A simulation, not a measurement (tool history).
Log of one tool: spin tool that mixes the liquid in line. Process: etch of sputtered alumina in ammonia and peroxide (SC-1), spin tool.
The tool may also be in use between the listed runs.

run  hour  temperature setpoint of the liquid (C)  parts of 29 % ammonia solution to one part of 30 % peroxide (parts by volume)  time under the liquid (s)  thickness taken off the sputtered alumina on a monitor wafer (angstrom)
  1   0.0                                    50.0                                                                            0.8                         80                                                                   49.076
  2   6.4                                    51.5                                                                            0.8                         80                                                                   53.394
  3  11.1                                    51.5                                                                            0.8                         80                                                                   53.631
  4  12.5                                    52.5                                                                            0.8                         80                                                                   57.103
  5  21.0                                    49.5                                                                            0.8                         80                                                                   48.259
  6  24.6                                    51.0                                                                            0.8                         80                                                                   52.670
  7  27.6                                    52.0                                                                            0.8                         80                                                                   55.389
  8  29.9                                    53.0                                                                            0.8                         80                                                                   58.532

The next listed run, before its measurement:
  9  37.6                                    57.0                                                                            0.8                         80                                                                        ?

Run 9 gave thickness taken off the sputtered alumina on a monitor wafer (angstrom) 71.637.

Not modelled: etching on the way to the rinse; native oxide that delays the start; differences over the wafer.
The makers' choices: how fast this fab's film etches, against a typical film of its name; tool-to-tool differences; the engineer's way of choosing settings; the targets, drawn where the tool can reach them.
